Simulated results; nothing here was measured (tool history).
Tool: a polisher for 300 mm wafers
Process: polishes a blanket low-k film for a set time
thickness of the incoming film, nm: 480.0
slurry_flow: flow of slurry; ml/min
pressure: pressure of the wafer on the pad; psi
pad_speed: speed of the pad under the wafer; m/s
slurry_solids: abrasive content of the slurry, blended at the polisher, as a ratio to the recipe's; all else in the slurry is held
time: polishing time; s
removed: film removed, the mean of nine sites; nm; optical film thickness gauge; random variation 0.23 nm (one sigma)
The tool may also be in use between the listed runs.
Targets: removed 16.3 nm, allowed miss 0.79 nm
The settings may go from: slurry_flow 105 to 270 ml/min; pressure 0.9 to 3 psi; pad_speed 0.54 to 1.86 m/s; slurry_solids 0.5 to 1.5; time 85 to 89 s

{"run": 1, "hour": 0.0, "slurry_flow": 175, "pressure": 1.9, "pad_speed": 1.18, "slurry_solids": 1, "time": 85, "removed": 35.376}
{"run": 2, "hour": 4.4, "slurry_flow": 175, "pressure": 1.9, "pad_speed": 1.18, "slurry_solids": 0.8, "time": 85, "removed": 30.063}
{"run": 3, "hour": 5.8, "slurry_flow": 175, "pressure": 1.9, "pad_speed": 1.18, "slurry_solids": 0.9, "time": 85, "removed": 32.508}
{"run": 4, "hour": 7.9, "slurry_flow": 175, "pressure": 1.9, "pad_speed": 1.18, "slurry_solids": 0.75, "time": 85, "removed": 28.095}
{"run": 5, "hour": 14.0, "slurry_flow": 175, "pressure": 1.9, "pad_speed": 1.04, "slurry_solids": 0.75, "time": 85, "removed": 25.46}
{"run": 6, "hour": 22.9, "slurry_flow": 175, "pressure": 1.7, "pad_speed": 1.04, "slurry_solids": 0.75, "time": 85, "removed": 23.235}
{"run": 7, "hour": 26.6, "slurry_flow": 175, "pressure": 1.6, "pad_speed": 1.04, "slurry_solids": 0.75, "time": 85, "removed": 21.783}
{"run": 8, "hour": 33.3, "slurry_flow": 175, "pressure": 1.5, "pad_speed": 1.04, "slurry_solids": 0.75, "time": 85, "removed": 20.679}
{"run": 9, "hour": 38.6, "slurry_flow": 175, "pressure": 1.4, "pad_speed": 1.04, "slurry_solids": 0.75, "time": 85, "removed": 19.324}
{"run": 10, "hour": 39.3, "slurry_flow": 175, "pressure": 1.3, "pad_speed": 1.04, "slurry_solids": 0.75, "time": 85, "removed": 17.632}

Which of these 4 next moves meets every target?
{"run": "A", "hour": 40.0, "slurry_flow": 170, "pressure": 1.2, "pad_speed": 1.4, "slurry_solids": 0.6, "time": 85, "removed": "?"}
{"run": "B", "hour": 40.0, "slurry_flow": 195, "pressure": 1.1, "pad_speed": 1.12, "slurry_solids": 0.9, "time": 85, "removed": "?"}
{"run": "C", "hour": 40.0, "slurry_flow": 195, "pressure": 1, "pad_speed": 1.36, "slurry_solids": 0.8, "time": 85, "removed": "?"}
{"run": "D", "hour": 40.0, "slurry_flow": 160, "pressure": 1.2, "pad_speed": 1.14, "slurry_solids": 0.75, "time": 89, "removed": "?"}

move=A removed=16.301
move=B removed=19.005
move=C removed=18.48
move=D removed=18.321
A: meets every target
B: further off than the last run
C: further off than the last run
D: further off than the last run
The right move is A.
